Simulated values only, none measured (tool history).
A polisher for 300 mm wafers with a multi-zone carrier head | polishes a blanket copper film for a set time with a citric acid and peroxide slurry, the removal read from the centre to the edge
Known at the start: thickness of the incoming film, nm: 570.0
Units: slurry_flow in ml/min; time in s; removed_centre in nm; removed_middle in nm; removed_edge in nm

run  hour  slurry_flow  centre_zone  middle_zone  edge_zone  slurry_solids  time  removed_centre  removed_middle  removed_edge
  1   0.0          225         1.00         1.00       1.00           1.00    41          50.705          52.435        51.048
  2   7.6          225         1.00         1.00       1.04           1.00    41          50.868          52.647        52.342
  3  10.4          225         1.00         1.00       1.01           1.00    41          50.784          52.842        50.749
  4  18.1          225         1.00         1.00       1.01           1.00    45          55.801          57.485        56.545
  5  19.6          225         1.00         1.00       1.01           1.00    41          51.213          51.765        51.249
  6  26.6          225         1.00         1.00       0.98           1.00    41          50.611          52.035        50.903
     35.0  -- slurry nozzle cleaned
  7  35.0          235         1.01         1.02       1.04           1.15    43          56.328          59.234        57.183
  8  43.8          250         1.03         1.03       1.09           1.25    43          59.422          60.906        59.133
  9  50.2          250         1.04         1.04       1.12           1.35    44          62.182          63.660        63.230
 10  50.8          270         1.05         1.06       1.14           1.40    44          63.751          65.916        64.526

Forecast run 11:
 11  52.7          275         1.06         1.08       1.15           1.45    45               ?               ?             ?

Run 11 gave removed_centre 66.361 nm, removed_middle 68.646 nm, removed_edge 68.148 nm.
